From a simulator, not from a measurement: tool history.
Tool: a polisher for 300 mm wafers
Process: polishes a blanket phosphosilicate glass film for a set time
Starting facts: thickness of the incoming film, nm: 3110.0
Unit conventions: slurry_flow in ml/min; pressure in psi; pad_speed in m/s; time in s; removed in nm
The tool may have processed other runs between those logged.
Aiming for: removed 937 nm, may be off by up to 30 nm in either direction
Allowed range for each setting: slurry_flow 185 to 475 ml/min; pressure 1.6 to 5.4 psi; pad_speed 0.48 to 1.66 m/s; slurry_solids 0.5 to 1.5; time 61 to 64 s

run  hour  slurry_flow  pressure  pad_speed  slurry_solids  time  removed
  1     0          305       3.5       1.06              1    61   560.45
  2   7.9          305       3.7       1.06              1    61   583.02
  3  14.9          370       3.7       1.06              1    61   591.71
  4  23.8          370       3.9       1.06              1    61    627.5
  5  25.5          330       3.9       1.06              1    61    629.7
  6  28.6          330         4       1.06              1    61   639.32
  7  34.9          330         5       1.08              1    61   793.74
  8  38.9          330         5        1.1              1    61   830.65
  9  41.9          330       5.2       1.12              1    61   876.96
 10  45.1          330       5.3       1.14              1    61   896.55
 11  46.2          330       5.3       1.14              1    61   882.69

Below are 5 possible settings for the next run. Only one of them brings all results inside the allowed miss of their targets. Which is it?
  A  47.3          325       5.3       1.04              1    61        ?
  B  47.3          290       5.3       1.16           0.95    64        ?
  C  47.3          315         5       1.06           1.15    61        ?
  D  47.3          340       5.4       0.94            0.9    62        ?
  E  47.3          375       5.4       1.24            0.9    64        ?

move  removed
   A   836.14
   B   934.53
   C   835.11
   D   775.22
   E   1005.2
A: its largest miss is bigger than the last run's
B: all results land within tolerance of their targets
C: its largest miss is bigger than the last run's
D: its largest miss is bigger than the last run's
E: pushes the last run's worst result past its target
B meets every target.
